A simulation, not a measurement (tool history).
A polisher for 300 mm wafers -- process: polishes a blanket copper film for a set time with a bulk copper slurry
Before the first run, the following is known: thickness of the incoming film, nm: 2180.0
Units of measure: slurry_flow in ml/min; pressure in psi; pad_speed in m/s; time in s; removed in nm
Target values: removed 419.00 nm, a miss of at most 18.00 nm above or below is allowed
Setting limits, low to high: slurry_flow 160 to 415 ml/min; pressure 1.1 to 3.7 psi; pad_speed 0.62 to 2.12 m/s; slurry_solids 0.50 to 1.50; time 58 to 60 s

run 1 hour=0.0 | slurry_flow=265 pressure=2.4 pad_speed=1.36 slurry_solids=1.00 time=58 | removed=493.99
run 2 hour=4.1 | slurry_flow=265 pressure=2.7 pad_speed=1.36 slurry_solids=1.00 time=58 | removed=550.01
run 3 hour=8.9 | slurry_flow=265 pressure=3.1 pad_speed=1.36 slurry_solids=1.00 time=58 | removed=605.23
run 4 hour=9.5 | slurry_flow=210 pressure=3.1 pad_speed=1.36 slurry_solids=1.00 time=58 | removed=587.94
run 5 hour=17.8 | slurry_flow=210 pressure=3.1 pad_speed=1.36 slurry_solids=1.00 time=60 | removed=609.21
run 6 hour=20.9 | slurry_flow=205 pressure=2.7 pad_speed=1.34 slurry_solids=1.00 time=60 | removed=538.48
run 7 hour=29.8 | slurry_flow=205 pressure=2.5 pad_speed=1.32 slurry_solids=1.00 time=60 | removed=510.04
-- hour=36.5 head pressure recalibrated
run 8 hour=36.5 | slurry_flow=205 pressure=2.3 pad_speed=1.30 slurry_solids=1.00 time=60 | removed=521.41
run 9 hour=38.7 | slurry_flow=205 pressure=2.1 pad_speed=1.24 slurry_solids=1.00 time=60 | removed=474.10

Consider the 4 candidate settings below. Which is the only one whose results all fall within their allowed miss of target?
run A hour=40.9 | slurry_flow=220 pressure=1.9 pad_speed=1.18 slurry_solids=0.95 time=60 | removed=?
run B hour=40.9 | slurry_flow=200 pressure=2.2 pad_speed=1.18 slurry_solids=0.85 time=60 | removed=?
run C hour=40.9 | slurry_flow=160 pressure=2.0 pad_speed=1.52 slurry_solids=1.05 time=58 | removed=?
run D hour=40.9 | slurry_flow=240 pressure=2.2 pad_speed=1.18 slurry_solids=0.95 time=58 | removed=?

move=A removed=423.01
move=B removed=451.25
move=C removed=478.49
move=D removed=459.14
A: hits every target within its allowed miss
B: nearer the targets than the last run, but a result is still out of spec
C: misses by more than the last run did
D: nearer the targets than the last run, but a result is still out of spec
The move that meets every target is A.
